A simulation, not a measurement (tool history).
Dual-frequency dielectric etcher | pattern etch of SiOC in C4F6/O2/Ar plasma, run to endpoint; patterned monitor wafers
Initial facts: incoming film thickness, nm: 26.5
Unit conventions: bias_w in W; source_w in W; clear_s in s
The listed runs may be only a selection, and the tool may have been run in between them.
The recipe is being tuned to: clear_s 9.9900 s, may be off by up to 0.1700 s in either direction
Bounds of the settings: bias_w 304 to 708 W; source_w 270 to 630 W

Run 1, day 0.000: bias_w 506 W, source_w 450 W. Result: clear_s 8.7507 s.
Run 2, day 0.229: bias_w 470 W, source_w 450 W. Result: clear_s 8.9187 s.
Run 3, day 0.571: bias_w 553 W, source_w 450 W. Result: clear_s 8.3441 s.
Run 4, day 0.842: bias_w 553 W, source_w 410 W. Result: clear_s 8.6819 s.
Run 5, day 1.112: bias_w 596 W, source_w 410 W. Result: clear_s 8.4119 s.
Run 6, day 1.275: bias_w 550 W, source_w 400 W. Result: clear_s 8.6834 s.
Run 7, day 1.558: bias_w 510 W, source_w 390 W. Result: clear_s 9.0591 s.
Run 8, day 1.862: bias_w 483 W, source_w 390 W. Result: clear_s 9.2282 s.
Run 9, day 2.217: bias_w 461 W, source_w 390 W. Result: clear_s 9.4248 s.
Run 10, day 2.454: bias_w 446 W, source_w 390 W. Result: clear_s 9.5016 s.
Run 11, day 2.517: bias_w 372 W, source_w 380 W. Result: clear_s 10.3240 s.
Run 12, day 2.654: bias_w 380 W, source_w 380 W. Result: clear_s 10.1940 s.
Run 13, day 2.712: bias_w 385 W, source_w 380 W. Result: clear_s 10.1150 s.

4 next moves are on the table. One of them brings every result within its allowed miss. Which?
Run A, day 2.771: bias_w 366 W, source_w 370 W. Result: clear_s ?.
Run B, day 2.771: bias_w 379 W, source_w 360 W. Result: clear_s ?.
Run C, day 2.771: bias_w 387 W, source_w 410 W. Result: clear_s ?.
Run D, day 2.771: bias_w 393 W, source_w 350 W. Result: clear_s ?.

move  clear_s
   A  10.4380
   B  10.3800
   C   9.9186
   D  10.3180
A: lands further from the targets than the last run did
B: lands further from the targets than the last run did
C: all results in spec
D: lands further from the targets than the last run did
Answer: C

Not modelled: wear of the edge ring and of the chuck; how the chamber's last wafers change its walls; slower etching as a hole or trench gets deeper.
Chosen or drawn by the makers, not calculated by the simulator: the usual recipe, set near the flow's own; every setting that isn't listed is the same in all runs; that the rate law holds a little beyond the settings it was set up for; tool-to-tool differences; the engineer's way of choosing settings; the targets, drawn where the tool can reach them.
